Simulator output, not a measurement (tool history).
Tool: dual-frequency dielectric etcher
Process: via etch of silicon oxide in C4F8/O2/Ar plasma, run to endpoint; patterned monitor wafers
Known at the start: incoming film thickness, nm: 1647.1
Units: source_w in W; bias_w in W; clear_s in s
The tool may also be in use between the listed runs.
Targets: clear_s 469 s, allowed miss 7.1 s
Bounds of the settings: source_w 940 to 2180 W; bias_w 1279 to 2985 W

run,hour,source_w,bias_w,clear_s
1,0,1560,2132,411.98
2,6,1460,2113,418.51
3,10.9,1460,2486,405.21
4,12.8,1560,2486,397.48
5,15.8,1430,2386,407.29
6,22.2,1160,2386,430.51
7,26.6,1110,2291,438.43
8,31.5,1070,2214,446.74

Which of these 5 next moves meets every target?
A,36.4,1350,2287,?
B,36.4,940,2366,?
C,36.4,940,1982,?
D,36.4,1250,2403,?
E,36.4,1260,2318,?

move,clear_s
A,421.2
B,453.79
C,472.35
D,424.23
E,426.97
A: further off than the last run
B: nearer than the last run, and not there yet
C: meets every target
D: further off than the last run
E: further off than the last run
Answer: C

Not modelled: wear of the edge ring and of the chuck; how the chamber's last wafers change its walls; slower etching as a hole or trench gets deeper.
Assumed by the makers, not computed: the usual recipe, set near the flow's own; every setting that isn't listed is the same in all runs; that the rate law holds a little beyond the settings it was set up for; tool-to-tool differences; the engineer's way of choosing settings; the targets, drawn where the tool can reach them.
